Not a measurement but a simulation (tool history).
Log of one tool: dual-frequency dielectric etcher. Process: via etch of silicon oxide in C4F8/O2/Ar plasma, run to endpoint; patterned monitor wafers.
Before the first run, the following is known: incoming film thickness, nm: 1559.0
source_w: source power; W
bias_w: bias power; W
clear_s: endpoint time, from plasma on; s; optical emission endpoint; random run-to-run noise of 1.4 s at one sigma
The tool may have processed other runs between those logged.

| run | hour | source_w | bias_w | clear_s |
|---|---|---|---|---|
| 1 | 0 | 2070 | 1790 | 324.07 |
| 2 | 2 | 2070 | 1919 | 322.78 |
| 3 | 5.8 | 2200 | 1919 | 312.06 |
| 4 | 7.8 | 2020 | 1919 | 322.41 |
| 5 | 16.1 | 2020 | 1688 | 333.18 |
| 6 | 19.6 | 2110 | 1715 | 324.49 |
| 7 | 24.7 | 2180 | 1735 | 322.12 |
| 8 | 28 | 2180 | 1735 | 322.35 |
| 9 | 33.6 | 2260 | 1762 | 317.15 |
| 10 | 39.1 | 2330 | 1788 | 313.26 |
| 11 | 41.2 | 2390 | 1813 | 307.22 |
| 12 | 45.5 | 2430 | 1828 | 305.8 |
| 13 | 50.1 | 2470 | 1844 | 304.1 |

Run 14 comes next. What will it give?
| 14 | 54.4 | 2510 | 1860 | ? |

clear_s: 300.6 s
